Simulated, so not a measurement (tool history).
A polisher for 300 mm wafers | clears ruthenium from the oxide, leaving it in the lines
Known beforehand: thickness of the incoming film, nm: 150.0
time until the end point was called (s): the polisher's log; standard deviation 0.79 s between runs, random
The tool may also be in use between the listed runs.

run  hour  flow of slurry (ml/min)  pressure of the wafer on the pad (psi)  speed of the pad under the wafer (m/s)  overpolish time after the end point (s)  time until the end point was called (s)
  1   0.0                      295                                     2.3                                    1.20                                       11                                   95.643
  2   7.3                      295                                     2.5                                    1.24                                       11                                   88.365
  3  12.9                      295                                     2.5                                    1.44                                       11                                   76.949
  4  14.5                      295                                     2.7                                    1.46                                       11                                   71.586
     19.6  -- worn pad replaced by a new one
  5  19.6                      270                                     2.7                                    1.46                                       11                                   66.328
  6  25.9                      270                                     2.2                                    1.46                                       11                                   76.595

Run 7 comes next. What will it give?
  7  26.9                      260                                     2.4                                    1.48                                       11                                        ?

For run 7 the tool returned time until the end point was called (s) 71.802.
